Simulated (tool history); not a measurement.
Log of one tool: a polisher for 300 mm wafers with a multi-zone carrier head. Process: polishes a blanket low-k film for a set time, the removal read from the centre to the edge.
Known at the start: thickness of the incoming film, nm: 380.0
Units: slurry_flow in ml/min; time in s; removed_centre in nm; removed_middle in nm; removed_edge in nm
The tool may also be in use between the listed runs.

| run | hour | slurry_flow | centre_zone | middle_zone | edge_zone | slurry_solids | time | removed_centre | removed_middle | removed_edge |
|---|---|---|---|---|---|---|---|---|---|---|
| 1 | 0 | 300 | 1 | 1 | 1 | 1 | 73 | 27.738 | 27.414 | 27.162 |
| 2 | 3.7 | 300 | 1 | 1 | 1 | 1.15 | 73 | 29.245 | 28.709 | 29.412 |
| 3 | 5 | 300 | 1 | 1 | 1 | 1.15 | 85 | 33.786 | 34.152 | 34.812 |
| 4 | 6.1 | 300 | 1 | 1 | 0.94 | 1.15 | 85 | 33.633 | 34.219 | 33.796 |
| 5 | 14.9 | 295 | 1 | 0.96 | 0.93 | 1 | 75 | 28.405 | 26.811 | 26.588 |
| 6 | 17.3 | 285 | 0.98 | 0.93 | 0.93 | 0.9 | 68 | 24.279 | 23.282 | 23.642 |
| 7 | 19.9 | 290 | 0.99 | 0.91 | 0.93 | 0.8 | 61 | 20.868 | 18.987 | 20.9 |
| 8 | 22.6 | 280 | 1.01 | 0.92 | 0.9 | 0.75 | 57 | 19.2 | 17.749 | 17.922 |
| 9 | 28 | 270 | 1.04 | 0.82 | 0.87 | 0.5 | 47 | 13.48 | 11.161 | 12.188 |

The next listed run, before its measurement:
| 10 | 29.3 | 290 | 1.05 | 0.84 | 0.88 | 0.5 | 47 | ? | ? | ? |

removed_centre: 13.863 nm
removed_middle: 11.475 nm
removed_edge: 12.348 nm
